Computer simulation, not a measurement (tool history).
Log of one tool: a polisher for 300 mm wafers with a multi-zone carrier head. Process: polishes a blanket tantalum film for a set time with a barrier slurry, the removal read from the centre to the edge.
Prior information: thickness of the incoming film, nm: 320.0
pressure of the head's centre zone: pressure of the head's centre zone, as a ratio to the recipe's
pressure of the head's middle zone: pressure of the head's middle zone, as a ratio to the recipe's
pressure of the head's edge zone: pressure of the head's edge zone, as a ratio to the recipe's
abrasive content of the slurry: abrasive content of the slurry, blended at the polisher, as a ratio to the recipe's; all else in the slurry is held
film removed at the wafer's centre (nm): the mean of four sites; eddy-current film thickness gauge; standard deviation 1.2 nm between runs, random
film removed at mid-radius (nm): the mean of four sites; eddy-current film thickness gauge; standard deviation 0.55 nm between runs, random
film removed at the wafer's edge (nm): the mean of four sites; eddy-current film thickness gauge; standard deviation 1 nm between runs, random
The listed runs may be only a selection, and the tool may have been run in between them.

run,day,flow of slurry (ml/min),pressure of the head's centre zone,pressure of the head's middle zone,pressure of the head's edge zone,abrasive content of the slurry,polishing time (s),film removed at the wafer's centre (nm),film removed at mid-radius (nm),film removed at the wafer's edge (nm)
1,0,200,1,1,1,1,73,105.8,110.4,108.32
2,0.279,220,1,1,1,1,73,110.87,111.11,111.11
3,0.412,220,1,1,1,1.15,73,114.57,115.73,114.53
4,0.771,210,1,0.98,0.98,1.05,72,109.34,109.96,108.48
5,1.062,210,1,0.98,0.98,1.15,72,111.73,109.3,109.9
6,1.108,210,1,0.98,0.98,1.15,84,130.44,129.61,131.46
7,1.475,205,0.99,0.96,0.96,1.05,82,120.54,121.51,120.56
8,1.592,200,0.98,0.94,0.95,1,80,118.5,115.25,115.43
9,1.729,190,0.96,0.93,0.95,0.9,78,108.08,108.45,112.05
10,1.875,185,0.96,0.92,0.93,0.85,76,102.96,102.57,104.4
11,2.167,180,0.95,0.91,0.92,0.8,75,100.97,98.932,102.93
12,2.508,175,0.94,0.91,0.91,0.75,74,96.385,95.055,98.331
13,2.671,170,0.93,0.91,0.9,0.7,73,92.782,91.061,95.242

What does the tool deliver on the next run?
14,2.958,170,0.92,0.92,0.89,0.65,72,?,?,?

Run 14 produced film removed at the wafer's centre (nm) 87.856, film removed at mid-radius (nm) 88.968, film removed at the wafer's edge (nm) 90.3.

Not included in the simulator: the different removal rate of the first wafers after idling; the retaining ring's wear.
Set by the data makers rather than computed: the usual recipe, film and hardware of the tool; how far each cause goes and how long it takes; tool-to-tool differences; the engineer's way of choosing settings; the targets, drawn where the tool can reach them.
